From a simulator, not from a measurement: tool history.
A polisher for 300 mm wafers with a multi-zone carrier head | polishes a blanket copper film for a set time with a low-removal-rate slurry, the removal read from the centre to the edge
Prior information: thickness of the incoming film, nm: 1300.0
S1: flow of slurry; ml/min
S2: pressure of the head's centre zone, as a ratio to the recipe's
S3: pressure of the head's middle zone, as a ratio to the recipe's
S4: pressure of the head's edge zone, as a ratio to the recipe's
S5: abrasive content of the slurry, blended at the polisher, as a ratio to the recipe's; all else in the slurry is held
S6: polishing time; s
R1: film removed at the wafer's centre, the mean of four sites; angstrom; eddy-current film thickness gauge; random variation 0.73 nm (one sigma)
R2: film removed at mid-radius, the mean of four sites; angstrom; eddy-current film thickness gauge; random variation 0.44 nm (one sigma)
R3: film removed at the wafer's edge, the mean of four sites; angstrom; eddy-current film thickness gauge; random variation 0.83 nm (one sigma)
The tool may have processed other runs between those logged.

run	day	S1	S2	S3	S4	S5	S6	R1	R2	R3
1	0	205	1	1	1	1	38	520.71	515.21	524.29
2	0.329	205	0.94	1	1	1	38	493.59	516.28	544.07
3	0.442	220	0.98	1.01	1.03	1.15	40	557.36	582.38	600.23
4	0.583	230	1.03	1.01	1.06	1.25	41	630.4	624.64	644.24
5	0.662	245	1.06	1.02	1.09	1.3	41	675.89	630.75	665.65
6	0.783	245	1.06	1.02	1.04	1.3	41	667.38	642.32	658.37
7	1.004	255	1.08	1.04	1.05	1.35	41	694.12	664.92	654.74

What does the tool deliver on the next run?
8	1.35	265	1.09	1.05	1.07	1.4	41	?	?	?

R1: 706.03 angstrom
R2: 673.2 angstrom
R3: 685.43 angstrom
